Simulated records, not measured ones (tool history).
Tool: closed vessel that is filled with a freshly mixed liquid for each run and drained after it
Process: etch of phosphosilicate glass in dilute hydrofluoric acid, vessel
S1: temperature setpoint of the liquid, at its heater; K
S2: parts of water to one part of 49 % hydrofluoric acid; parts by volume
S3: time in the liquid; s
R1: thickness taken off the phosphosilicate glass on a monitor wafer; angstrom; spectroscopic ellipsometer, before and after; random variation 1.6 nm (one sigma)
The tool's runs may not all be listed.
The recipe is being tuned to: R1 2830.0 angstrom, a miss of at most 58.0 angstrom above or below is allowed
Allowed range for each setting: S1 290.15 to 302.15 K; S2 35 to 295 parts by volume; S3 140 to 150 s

run    day      S1   S2   S3      R1
  1  0.000  294.15  165  140  1016.1
  2  0.354  295.15  150  140  1180.7
  3  0.525  296.15  140  140  1316.3
  4  0.717  297.15  130  140  1505.2
  5  0.850  294.15  130  140  1340.5
  6  1.133  295.15  120  140  1515.9
  7  1.442  296.15  115  140  1661.1
  8  1.504  300.15   70  140  3388.2
  9  1.825  299.65   70  140  3281.6
     1.967  -- thermometer replaced
 10  1.967  299.15   70  140  2984.9

5 candidate next runs follow, results not yet known. Just one meets every target within its allowed miss. Identify it.
  A  2.108  299.65  80  150   ?
  B  2.108  298.15  80  150   ?
  C  2.108  301.15  75  145   ?
  D  2.108  299.15  80  145   ?
  E  2.108  297.15  65  140   ?

move      R1
   A  2840.2
   B  2676.4
   C  3127.2
   D  2691.9
   E  3011.1
A: in spec on every target
B: takes the biggest miss from the last run beyond its target
C: misses by more than the last run did
D: takes the biggest miss from the last run beyond its target
E: misses by more than the last run did
The right move is A.
